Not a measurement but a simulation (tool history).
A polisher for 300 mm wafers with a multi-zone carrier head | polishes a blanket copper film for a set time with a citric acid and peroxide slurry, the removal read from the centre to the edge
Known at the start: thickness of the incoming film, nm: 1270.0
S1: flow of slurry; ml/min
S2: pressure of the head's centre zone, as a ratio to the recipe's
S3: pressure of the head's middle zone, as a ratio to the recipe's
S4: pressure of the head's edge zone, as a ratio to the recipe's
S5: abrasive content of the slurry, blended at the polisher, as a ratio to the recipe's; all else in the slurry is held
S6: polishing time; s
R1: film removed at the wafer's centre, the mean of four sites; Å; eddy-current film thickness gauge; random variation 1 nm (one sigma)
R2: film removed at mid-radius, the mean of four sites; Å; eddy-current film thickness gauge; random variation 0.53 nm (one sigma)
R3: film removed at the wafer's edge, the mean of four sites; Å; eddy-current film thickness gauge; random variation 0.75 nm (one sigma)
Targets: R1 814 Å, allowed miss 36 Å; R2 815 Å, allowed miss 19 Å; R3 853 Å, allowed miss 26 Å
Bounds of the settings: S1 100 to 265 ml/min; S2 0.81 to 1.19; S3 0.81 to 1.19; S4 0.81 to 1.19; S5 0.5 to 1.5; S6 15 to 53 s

run,hour,S1,S2,S3,S4,S5,S6,R1,R2,R3
1,0,170,1,1,1,1,34,1045.4,1063.6,1102.6
2,3.2,170,0.92,1,1,1,34,989.97,1059.8,1106.9
3,10.6,165,0.92,0.98,0.96,0.9,34,952.03,1023.6,1064
4,16.2,145,0.92,0.98,0.96,0.9,34,943.11,1002.8,1037.3
# hour 23.6: edge zone pressure recalibrated
5,23.6,145,0.92,0.98,0.96,0.9,26,712.78,764.33,756.98
6,24.6,145,0.92,1.03,0.96,0.9,26,713.07,795.3,737.78
7,25.5,160,0.94,1.02,0.97,0.9,26,742.33,800.32,775.2
8,32.8,170,0.95,1.01,0.98,0.9,26,782.35,805.38,774.53
9,33.8,175,0.94,1,1,0.95,26,787.74,805.35,793.69
10,36.7,175,0.93,0.99,1.01,1,26,789.49,818.76,806.38
11,37.7,175,0.93,0.98,1.03,1,26,774.72,809.92,818.98
12,45.2,180,0.93,0.97,1.04,1,26,765.34,811.16,827.69

Which of these 4 next moves meets every target?
A,52.7,185,0.95,0.94,1.03,0.95,27,?,?,?
B,52.7,265,0.88,0.99,1,1.1,24,?,?,?
C,52.7,165,0.98,1.02,1.06,1.2,26,?,?,?
D,52.7,190,0.91,1,1.07,1,25,?,?,?

move,R1,R2,R3
A,818.67,820.51,856.46
B,747.81,815.9,798.53
C,821.73,855.1,858.43
D,745.73,804.43,817.43
A: meets every target
B: further off than the last run
C: brings the result that was furthest off to its target, and leaves another outside
D: further off than the last run
Move A is the one to make.
